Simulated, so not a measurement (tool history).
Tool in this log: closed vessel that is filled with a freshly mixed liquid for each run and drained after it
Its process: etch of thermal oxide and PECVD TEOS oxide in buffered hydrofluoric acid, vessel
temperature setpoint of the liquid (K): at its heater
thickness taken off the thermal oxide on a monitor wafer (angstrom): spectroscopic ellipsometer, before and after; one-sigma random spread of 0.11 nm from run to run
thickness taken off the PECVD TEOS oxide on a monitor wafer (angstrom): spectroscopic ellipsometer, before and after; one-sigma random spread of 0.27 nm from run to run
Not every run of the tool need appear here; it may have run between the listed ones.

run,hour,temperature setpoint of the liquid (K),parts of 40 % ammonium fluoride to one part of 49 % hydrofluoric acid (parts by volume),time in the liquid (s),thickness taken off the thermal oxide on a monitor wafer (angstrom),thickness taken off the PECVD TEOS oxide on a monitor wafer (angstrom)
1,0,296.15,14,60,490.83,740.02
2,3.8,298.15,14,60,549.32,813.62
3,7.5,296.15,16,60,429.53,648.76
4,12.2,296.15,18.5,60,372.08,555.5
5,15.2,294.65,19.5,60,325.92,482.17
6,16.9,293.65,20,60,299.79,449.11
7,19,292.65,20.5,60,278.99,418.85
8,26,292.15,21,60,266.19,398.86
9,28.9,291.65,21.5,60,255.79,382.85
10,35.5,291.15,22,60,246.56,367.43

Run 11 has not been measured yet. What should we expect?
11,43.2,291.15,22,60,?,?

Run 11 measured thickness taken off the thermal oxide on a monitor wafer (angstrom) 244.54, thickness taken off the PECVD TEOS oxide on a monitor wafer (angstrom) 362.99.
